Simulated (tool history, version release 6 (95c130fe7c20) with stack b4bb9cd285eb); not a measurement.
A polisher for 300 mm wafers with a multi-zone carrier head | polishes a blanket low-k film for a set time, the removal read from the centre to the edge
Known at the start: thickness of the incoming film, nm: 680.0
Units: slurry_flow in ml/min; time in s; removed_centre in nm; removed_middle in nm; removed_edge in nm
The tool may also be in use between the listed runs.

Run 1, hour 0.0: slurry_flow 210 ml/min, centre_zone 1.00, middle_zone 1.00, edge_zone 1.00, slurry_solids 1.00, time 70 s. Result: removed_centre 27.1030 nm, removed_middle 29.121 nm, removed_edge 27.971 nm.
Run 2, hour 1.8: slurry_flow 205 ml/min, centre_zone 0.98, middle_zone 0.99, edge_zone 0.99, slurry_solids 0.95, time 67 s. Result: removed_centre 25.0500 nm, removed_middle 26.359 nm, removed_edge 26.272 nm.
Run 3, hour 7.0: slurry_flow 205 ml/min, centre_zone 0.98, middle_zone 0.99, edge_zone 0.99, slurry_solids 0.80, time 67 s. Result: removed_centre 21.9470 nm, removed_middle 24.160 nm, removed_edge 23.933 nm.
Run 4, hour 9.9: slurry_flow 205 ml/min, centre_zone 0.97, middle_zone 0.99, edge_zone 0.98, slurry_solids 0.75, time 65 s. Result: removed_centre 20.4880 nm, removed_middle 22.581 nm, removed_edge 22.048 nm.
Run 5, hour 12.1: slurry_flow 185 ml/min, centre_zone 0.97, middle_zone 0.99, edge_zone 0.98, slurry_solids 0.75, time 65 s. Result: removed_centre 19.7330 nm, removed_middle 22.171 nm, removed_edge 21.516 nm.
Run 6, hour 14.0: slurry_flow 180 ml/min, centre_zone 0.96, middle_zone 0.98, edge_zone 0.97, slurry_solids 0.70, time 64 s. Result: removed_centre 18.8560 nm, removed_middle 20.824 nm, removed_edge 20.318 nm.
At hour 21.9: slurry nozzle cleaned.
Run 7, hour 21.9: slurry_flow 175 ml/min, centre_zone 0.95, middle_zone 0.97, edge_zone 0.97, slurry_solids 0.70, time 63 s. Result: removed_centre 18.9440 nm, removed_middle 20.417 nm, removed_edge 20.417 nm.

The next listed run, before its measurement:
Run 8, hour 27.5: slurry_flow 165 ml/min, centre_zone 0.85, middle_zone 0.96, edge_zone 1.00, slurry_solids 0.50, time 44 s. Result: removed_centre ?, removed_middle ?, removed_edge ?.

removed_centre: 9.0956 nm
removed_middle: 11.121 nm
removed_edge: 11.352 nm

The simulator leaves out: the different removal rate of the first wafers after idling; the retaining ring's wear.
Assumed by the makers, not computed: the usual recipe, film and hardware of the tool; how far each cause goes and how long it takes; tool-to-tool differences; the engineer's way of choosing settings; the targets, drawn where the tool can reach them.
